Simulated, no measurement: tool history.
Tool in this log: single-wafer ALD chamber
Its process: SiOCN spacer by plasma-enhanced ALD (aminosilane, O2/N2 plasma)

| run | hour | heater temperature setpoint (deg C) | number of ALD cycles (cycles) | mean film thickness on the monitor wafer (Å) |
|---|---|---|---|---|
| 1 | 0 | 420 | 92 | 56.879 |
| 2 | 1.3 | 421 | 91 | 55.8 |
| 3 | 1.9 | 421 | 102 | 62.399 |
| 4 | 2.7 | 421 | 94 | 57.49 |
| 5 | 7.5 | 431 | 94 | 56.613 |
| 6 | 13.1 | 422 | 94 | 57.293 |

Run 7 is up next; what results do you expect?
| 7 | 19.6 | 422 | 93 | ? |

For run 7 the tool returned mean film thickness on the monitor wafer (Å) 56.714.
